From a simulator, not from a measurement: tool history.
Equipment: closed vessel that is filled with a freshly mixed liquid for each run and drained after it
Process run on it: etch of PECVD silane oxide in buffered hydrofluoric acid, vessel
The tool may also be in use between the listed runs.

run  hour  temperature setpoint of the liquid (°C)  parts of 40 % ammonium fluoride to one part of 49 % hydrofluoric acid (parts by volume)  time in the liquid (s)  thickness taken off the PECVD silane oxide on a monitor wafer (angstrom)
  1     0                                       20                                                                                     14.5                      95                                                                    853.74
  2   8.8                                     22.5                                                                                     14.5                      95                                                                    1001.1
  3  16.8                                     22.5                                                                                       16                      95                                                                    898.91
  4  19.8                                     22.5                                                                                     17.5                      95                                                                    816.12
  5  21.4                                     24.5                                                                                     17.5                      95                                                                     913.6
  6  28.9                                     24.5                                                                                     13.5                      95                                                                    1177.7
  7    35                                     23.5                                                                                       14                      95                                                                    1103.7
  8  36.9                                     22.5                                                                                     14.5                      95                                                                    994.12
  9  41.9                                     21.5                                                                                     14.5                      95                                                                    935.65
 10  44.9                                       21                                                                                     14.5                      95                                                                    911.76
 11  48.2                                     20.5                                                                                     14.5                      95                                                                    889.68

What does the tool deliver on the next run?
 12  52.7                                     20.5                                                                                     14.5                      95                                                                         ?

{"run 12": {"thickness taken off the PECVD silane oxide on a monitor wafer (angstrom)": 880.9}}

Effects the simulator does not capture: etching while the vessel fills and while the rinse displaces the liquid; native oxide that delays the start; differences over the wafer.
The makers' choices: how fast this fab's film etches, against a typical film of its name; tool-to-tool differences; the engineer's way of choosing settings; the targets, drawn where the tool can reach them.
